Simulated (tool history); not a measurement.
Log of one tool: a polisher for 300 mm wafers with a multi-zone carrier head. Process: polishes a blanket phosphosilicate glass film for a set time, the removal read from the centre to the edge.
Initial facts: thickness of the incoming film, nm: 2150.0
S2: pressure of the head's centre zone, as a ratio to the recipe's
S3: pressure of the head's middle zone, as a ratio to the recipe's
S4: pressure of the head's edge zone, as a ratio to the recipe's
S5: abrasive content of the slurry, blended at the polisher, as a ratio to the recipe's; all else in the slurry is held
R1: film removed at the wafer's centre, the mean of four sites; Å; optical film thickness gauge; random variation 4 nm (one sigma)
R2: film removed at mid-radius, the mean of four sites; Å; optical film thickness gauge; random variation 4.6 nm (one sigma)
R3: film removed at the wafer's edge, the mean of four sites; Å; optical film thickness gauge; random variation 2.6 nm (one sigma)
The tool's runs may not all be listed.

{"run": 1, "hour": 0.0, "flow of slurry (ml/min)": 195, "S2": 1, "S3": 1, "S4": 1, "S5": 1, "polishing time (s)": 83, "R1": 6228.3, "R2": 6498.2, "R3": 6362.9}
{"run": 2, "hour": 1.9, "flow of slurry (ml/min)": 195, "S2": 1.01, "S3": 0.98, "S4": 0.98, "S5": 0.9, "polishing time (s)": 81, "R1": 5849.4, "R2": 5876.3, "R3": 5894.4}
{"run": 3, "hour": 10.8, "flow of slurry (ml/min)": 160, "S2": 1.01, "S3": 0.98, "S4": 0.98, "S5": 0.9, "polishing time (s)": 81, "R1": 5635.2, "R2": 5712.7, "R3": 5746.6}
{"run": 4, "hour": 15.0, "flow of slurry (ml/min)": 160, "S2": 1.01, "S3": 0.98, "S4": 0.98, "S5": 0.8, "polishing time (s)": 81, "R1": 5414.4, "R2": 5430.3, "R3": 5551.2}
{"run": 5, "hour": 23.1, "flow of slurry (ml/min)": 160, "S2": 1.01, "S3": 0.91, "S4": 0.98, "S5": 0.8, "polishing time (s)": 81, "R1": 5414.6, "R2": 5210.8, "R3": 5494.9}
{"run": 6, "hour": 29.4, "flow of slurry (ml/min)": 115, "S2": 1.01, "S3": 0.91, "S4": 0.98, "S5": 0.8, "polishing time (s)": 81, "R1": 5158.3, "R2": 4883.3, "R3": 5272.2}
{"run": 7, "hour": 32.6, "flow of slurry (ml/min)": 115, "S2": 1.02, "S3": 0.91, "S4": 0.96, "S5": 0.75, "polishing time (s)": 80, "R1": 5002, "R2": 4774.7, "R3": 5074.2}
{"run": 8, "hour": 40.2, "flow of slurry (ml/min)": 115, "S2": 1.04, "S3": 0.9, "S4": 0.94, "S5": 0.7, "polishing time (s)": 79, "R1": 4854.6, "R2": 4497.4, "R3": 4797.1}
{"run": 9, "hour": 42.1, "flow of slurry (ml/min)": 115, "S2": 1.06, "S3": 0.9, "S4": 0.92, "S5": 0.65, "polishing time (s)": 79, "R1": 4848.7, "R2": 4365.2, "R3": 4641.1}
{"run": 10, "hour": 43.1, "flow of slurry (ml/min)": 115, "S2": 1.06, "S3": 0.9, "S4": 0.92, "S5": 0.65, "polishing time (s)": 79, "R1": 4875.3, "R2": 4499.1, "R3": 4641.6}
{"run": 11, "hour": 47.6, "flow of slurry (ml/min)": 115, "S2": 1.07, "S3": 0.89, "S4": 0.91, "S5": 0.65, "polishing time (s)": 78, "R1": 4848.4, "R2": 4271.8, "R3": 4521.6}
{"run": 12, "hour": 55.9, "flow of slurry (ml/min)": 115, "S2": 1.07, "S3": 0.89, "S4": 0.9, "S5": 0.65, "polishing time (s)": 78, "R1": 4754.6, "R2": 4323.9, "R3": 4521.9}
{"run": 13, "hour": 59.7, "flow of slurry (ml/min)": 115, "S2": 1.08, "S3": 0.89, "S4": 0.89, "S5": 0.65, "polishing time (s)": 78, "R1": 4882.4, "R2": 4219.2, "R3": 4508.7}
{"run": 14, "hour": 61.3, "flow of slurry (ml/min)": 115, "S2": 1.09, "S3": 0.89, "S4": 0.88, "S5": 0.65, "polishing time (s)": 78, "R1": 4890.1, "R2": 4315.7, "R3": 4479}
{"run": 15, "hour": 62.9, "flow of slurry (ml/min)": 135, "S2": 1.13, "S3": 0.84, "S4": 0.83, "S5": 0.5, "polishing time (s)": 75, "R1": 4402, "R2": 3565.9, "R3": 3754.7}
{"run": 16, "hour": 69.3, "flow of slurry (ml/min)": 135, "S2": 1.13, "S3": 0.85, "S4": 0.84, "S5": 0.5, "polishing time (s)": 75, "R1": 4432.3, "R2": 3564.5, "R3": 3820.8}
{"run": 17, "hour": 77.9, "flow of slurry (ml/min)": 135, "S2": 1.13, "S3": 0.86, "S4": 0.84, "S5": 0.5, "polishing time (s)": 75, "R1": 4389, "R2": 3599.8, "R3": 3788.4}
{"run": 18, "hour": 86.9, "flow of slurry (ml/min)": 135, "S2": 1.13, "S3": 0.87, "S4": 0.85, "S5": 0.5, "polishing time (s)": 75, "R1": 4446.8, "R2": 3688.7, "R3": 3842.3}

Predict the results of run 19:
{"run": 19, "hour": 90.8, "flow of slurry (ml/min)": 135, "S2": 1.13, "S3": 0.87, "S4": 0.86, "S5": 0.5, "polishing time (s)": 75, "R1": "?", "R2": "?", "R3": "?"}

{"run 19": {"R1": 4483.9, "R2": 3562.3, "R3": 3824.4}}
